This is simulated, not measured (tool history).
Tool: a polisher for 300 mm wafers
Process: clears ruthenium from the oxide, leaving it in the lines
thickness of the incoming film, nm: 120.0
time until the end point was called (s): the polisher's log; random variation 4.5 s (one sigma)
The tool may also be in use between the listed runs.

| run | day | flow of slurry (ml/min) | pressure of the wafer on the pad (kPa) | speed of the pad under the wafer (m/s) | overpolish time after the end point (s) | time until the end point was called (s) |
|---|---|---|---|---|---|---|
| 1 | 0 | 260 | 13.8 | 0.86 | 5 | 133.64 |
| 2 | 0.229 | 305 | 13.8 | 0.86 | 5 | 132.5 |
| 3 | 0.504 | 340 | 13.8 | 0.86 | 5 | 133.56 |
| 4 | 0.842 | 340 | 12.4 | 0.86 | 5 | 146.13 |
| 5 | 0.867 | 340 | 12.4 | 0.86 | 5 | 146.68 |
| 6 | 1.104 | 340 | 10.3 | 0.8 | 5 | 178.12 |
| 7 | 1.188 | 335 | 6.2 | 0.62 | 5 | 341.82 |

Forecast run 8:
| 8 | 1.529 | 335 | 6.9 | 0.62 | 5 | ? |

time until the end point was called (s): 329.07
